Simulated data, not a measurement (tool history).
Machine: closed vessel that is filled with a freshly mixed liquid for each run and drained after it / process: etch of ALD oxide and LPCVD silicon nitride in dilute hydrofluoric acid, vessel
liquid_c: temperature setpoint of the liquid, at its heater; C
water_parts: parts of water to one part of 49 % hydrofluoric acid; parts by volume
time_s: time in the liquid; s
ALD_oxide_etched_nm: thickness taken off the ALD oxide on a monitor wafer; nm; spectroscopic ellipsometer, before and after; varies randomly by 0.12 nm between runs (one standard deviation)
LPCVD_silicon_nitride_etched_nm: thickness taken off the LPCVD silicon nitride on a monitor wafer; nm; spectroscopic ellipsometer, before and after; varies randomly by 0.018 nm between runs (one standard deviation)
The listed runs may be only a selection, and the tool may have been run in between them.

| run | hour | liquid_c | water_parts | time_s | ALD_oxide_etched_nm | LPCVD_silicon_nitride_etched_nm |
|---|---|---|---|---|---|---|
| 1 | 0 | 24 | 160 | 290 | 24.575 | 0.94632 |
| 2 | 4.9 | 27 | 160 | 290 | 27.488 | 1.2212 |
| 3 | 10.7 | 26 | 165 | 290 | 25.49 | 1.0604 |
| 4 | 16.5 | 29 | 165 | 290 | 28.555 | 1.3203 |
| 5 | 23.8 | 29 | 205 | 290 | 21.495 | 1.0336 |
| 6 | 32 | 29 | 155 | 290 | 30.723 | 1.3583 |
| 7 | 38.5 | 27 | 160 | 290 | 27.25 | 1.1477 |
| 8 | 39.7 | 26 | 165 | 295 | 25.9 | 1.102 |
| 9 | 45.8 | 25 | 170 | 295 | 24.123 | 0.97505 |
| 10 | 51.6 | 24.5 | 175 | 295 | 22.904 | 0.92198 |
| 11 | 59.6 | 20.5 | 195 | 300 | 17.598 | 0.62062 |

Estimate the outcome of run 12 from the log above:
| 12 | 65.6 | 21 | 195 | 300 | ? | ? |

ALD_oxide_etched_nm: 17.699 nm
LPCVD_silicon_nitride_etched_nm: 0.66314 nm
